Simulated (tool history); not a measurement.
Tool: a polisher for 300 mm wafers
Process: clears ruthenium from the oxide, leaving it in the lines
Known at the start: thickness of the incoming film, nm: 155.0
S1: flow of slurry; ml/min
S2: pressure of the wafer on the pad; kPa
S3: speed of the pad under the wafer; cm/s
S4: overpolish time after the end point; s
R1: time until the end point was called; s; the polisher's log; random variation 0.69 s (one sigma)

{"run": 1, "hour": 0.0, "S1": 220, "S2": 14.5, "S3": 120, "S4": 7, "R1": 98.829}
{"run": 2, "hour": 8.5, "S1": 220, "S2": 15.9, "S3": 122, "S4": 7, "R1": 85.775}
{"run": 3, "hour": 14.0, "S1": 200, "S2": 15.9, "S3": 122, "S4": 7, "R1": 89.156}
{"run": 4, "hour": 21.7, "S1": 200, "S2": 15.9, "S3": 92, "S4": 7, "R1": 115.62}
{"run": 5, "hour": 29.4, "S1": 205, "S2": 17.2, "S3": 100, "S4": 7, "R1": 96.944}
{"hour": 32.4, "done": "slurry nozzle cleaned"}
{"run": 6, "hour": 32.4, "S1": 205, "S2": 20.0, "S3": 100, "S4": 7, "R1": 83.181}

Forecast run 7:
{"run": 7, "hour": 34.5, "S1": 210, "S2": 20.7, "S3": 108, "S4": 7, "R1": "?"}

R1: 72.519 s
